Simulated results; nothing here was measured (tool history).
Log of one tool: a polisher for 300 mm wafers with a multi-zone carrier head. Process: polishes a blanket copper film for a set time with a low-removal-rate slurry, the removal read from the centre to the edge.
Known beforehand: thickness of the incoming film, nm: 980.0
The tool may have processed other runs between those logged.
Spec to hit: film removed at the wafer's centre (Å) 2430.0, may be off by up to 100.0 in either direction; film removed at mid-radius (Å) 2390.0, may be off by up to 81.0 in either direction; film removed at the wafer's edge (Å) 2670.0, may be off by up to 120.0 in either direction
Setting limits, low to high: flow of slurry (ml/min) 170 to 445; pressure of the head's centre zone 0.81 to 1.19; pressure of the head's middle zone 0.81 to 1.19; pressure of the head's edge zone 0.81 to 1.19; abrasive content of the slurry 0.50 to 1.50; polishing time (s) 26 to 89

run,hour,flow of slurry (ml/min),pressure of the head's centre zone,pressure of the head's middle zone,pressure of the head's edge zone,abrasive content of the slurry,polishing time (s),film removed at the wafer's centre (Å),film removed at mid-radius (Å),film removed at the wafer's edge (Å)
1,0.0,285,1.00,1.00,1.00,1.00,57,2039.7,1989.5,1995.0
2,7.3,285,1.00,1.00,0.92,1.00,57,2044.2,2028.5,1969.6
3,10.3,280,0.98,0.98,0.94,1.10,59,2159.8,2091.1,2031.4
4,18.6,285,0.97,0.97,0.98,1.10,61,2217.1,2152.1,2240.6
5,26.5,285,0.97,0.97,1.02,1.10,61,2216.4,2135.0,2192.7
6,33.5,285,0.89,0.97,1.02,1.10,61,2045.7,2172.3,2171.5
7,37.7,290,0.89,0.96,1.05,1.15,62,2140.7,2230.4,2356.4
8,44.5,300,0.90,0.96,1.06,1.15,62,2183.6,2182.3,2380.6

Below are 4 possible settings for the next run. Only one of them brings all results inside the allowed miss of their targets. Which is it?
A,51.3,220,0.87,1.08,1.16,0.95,73,?,?,?
B,51.3,170,1.19,1.16,0.81,1.00,67,?,?,?
C,51.3,170,0.92,1.08,0.97,1.20,67,?,?,?
D,51.3,255,0.89,0.87,1.04,1.20,71,?,?,?

move,film removed at the wafer's centre (Å),film removed at mid-radius (Å),film removed at the wafer's edge (Å)
A,2274.4,2535.9,2758.4
B,2569.7,2395.5,2145.9
C,2236.1,2408.0,2415.1
D,2383.1,2374.2,2698.2
A: carries the result that was furthest off beyond its target, to the other side
B: gets the furthest-off result to its target, but another result is out of tolerance
C: gets the furthest-off result to its target, but another result is out of tolerance
D: all results land within tolerance of their targets
The move that meets every target is D.
